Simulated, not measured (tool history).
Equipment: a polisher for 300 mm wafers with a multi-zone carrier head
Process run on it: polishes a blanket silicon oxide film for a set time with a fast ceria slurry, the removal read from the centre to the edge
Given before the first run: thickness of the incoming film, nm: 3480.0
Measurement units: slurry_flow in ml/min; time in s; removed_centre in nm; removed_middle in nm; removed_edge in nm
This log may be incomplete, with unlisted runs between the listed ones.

run 1 hour=0 | slurry_flow=200 centre_zone=1 middle_zone=1 edge_zone=1 time=42 | removed_centre=443.04 removed_middle=445.59 removed_edge=456.32
run 2 hour=1.9 | slurry_flow=220 centre_zone=1.04 middle_zone=0.99 edge_zone=1.03 time=42 | removed_centre=462.48 removed_middle=443.17 removed_edge=467
run 3 hour=3.5 | slurry_flow=220 centre_zone=1.04 middle_zone=1.03 edge_zone=1.03 time=42 | removed_centre=470 removed_middle=455.67 removed_edge=468.89
run 4 hour=4.8 | slurry_flow=220 centre_zone=1.04 middle_zone=1.03 edge_zone=1.03 time=37 | removed_centre=412.69 removed_middle=405.06 removed_edge=403.36
run 5 hour=13.5 | slurry_flow=220 centre_zone=1.04 middle_zone=1.07 edge_zone=1.03 time=37 | removed_centre=413.19 removed_middle=417.65 removed_edge=408.92
run 6 hour=18.8 | slurry_flow=220 centre_zone=1.04 middle_zone=1.07 edge_zone=1.03 time=31 | removed_centre=344 removed_middle=352.4 removed_edge=339.9
run 7 hour=26.9 | slurry_flow=220 centre_zone=1.04 middle_zone=1.07 edge_zone=1.03 time=31 | removed_centre=345.79 removed_middle=349.76 removed_edge=343.83

Run 8, settings as shown, results not yet in. Your forecast:
run 8 hour=29.7 | slurry_flow=275 centre_zone=1.14 middle_zone=1.03 edge_zone=1.13 time=43 | removed_centre=? removed_middle=? removed_edge=?

For run 8 the tool returned removed_centre 531.09 nm, removed_middle 480.51 nm, removed_edge 495.67 nm.
